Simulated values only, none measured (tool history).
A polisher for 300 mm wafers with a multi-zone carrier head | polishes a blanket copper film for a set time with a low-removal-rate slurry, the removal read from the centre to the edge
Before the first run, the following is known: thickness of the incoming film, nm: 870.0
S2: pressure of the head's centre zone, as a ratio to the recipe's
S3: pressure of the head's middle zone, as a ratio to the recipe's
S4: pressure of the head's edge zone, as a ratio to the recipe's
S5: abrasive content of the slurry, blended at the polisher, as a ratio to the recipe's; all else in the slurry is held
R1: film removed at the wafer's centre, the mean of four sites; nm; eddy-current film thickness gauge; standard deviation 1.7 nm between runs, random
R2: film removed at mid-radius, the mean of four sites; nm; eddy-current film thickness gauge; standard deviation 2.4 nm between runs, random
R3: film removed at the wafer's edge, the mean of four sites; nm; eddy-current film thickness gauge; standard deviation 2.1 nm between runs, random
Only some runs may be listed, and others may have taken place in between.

{"run": 1, "hour": 0.0, "flow of slurry (ml/min)": 205, "S2": 1, "S3": 1, "S4": 1, "S5": 1, "polishing time (s)": 44, "R1": 108.4, "R2": 111.14, "R3": 106.83}
{"run": 2, "hour": 1.3, "flow of slurry (ml/min)": 210, "S2": 1.01, "S3": 1, "S4": 1.02, "S5": 1.05, "polishing time (s)": 46, "R1": 115.8, "R2": 119.71, "R3": 117.38}
{"run": 3, "hour": 10.4, "flow of slurry (ml/min)": 215, "S2": 1.03, "S3": 1, "S4": 1.03, "S5": 1.1, "polishing time (s)": 47, "R1": 123.4, "R2": 122.01, "R3": 121.59}
{"run": 4, "hour": 13.9, "flow of slurry (ml/min)": 215, "S2": 1.03, "S3": 1, "S4": 1.03, "S5": 1.1, "polishing time (s)": 39, "R1": 101.33, "R2": 100.19, "R3": 97.845}
{"run": 5, "hour": 18.1, "flow of slurry (ml/min)": 215, "S2": 1.03, "S3": 1, "S4": 1.03, "S5": 1.1, "polishing time (s)": 29, "R1": 74.923, "R2": 75.955, "R3": 74.286}
{"run": 6, "hour": 20.5, "flow of slurry (ml/min)": 175, "S2": 1.03, "S3": 1, "S4": 1.03, "S5": 1.1, "polishing time (s)": 29, "R1": 72.449, "R2": 74.097, "R3": 71.92}

Run 7 comes next. What will it give?
{"run": 7, "hour": 21.4, "flow of slurry (ml/min)": 185, "S2": 1.04, "S3": 1, "S4": 1.05, "S5": 1.15, "polishing time (s)": 32, "R1": "?", "R2": "?", "R3": "?"}

R1: 82.724 nm
R2: 80.557 nm
R3: 81.332 nm

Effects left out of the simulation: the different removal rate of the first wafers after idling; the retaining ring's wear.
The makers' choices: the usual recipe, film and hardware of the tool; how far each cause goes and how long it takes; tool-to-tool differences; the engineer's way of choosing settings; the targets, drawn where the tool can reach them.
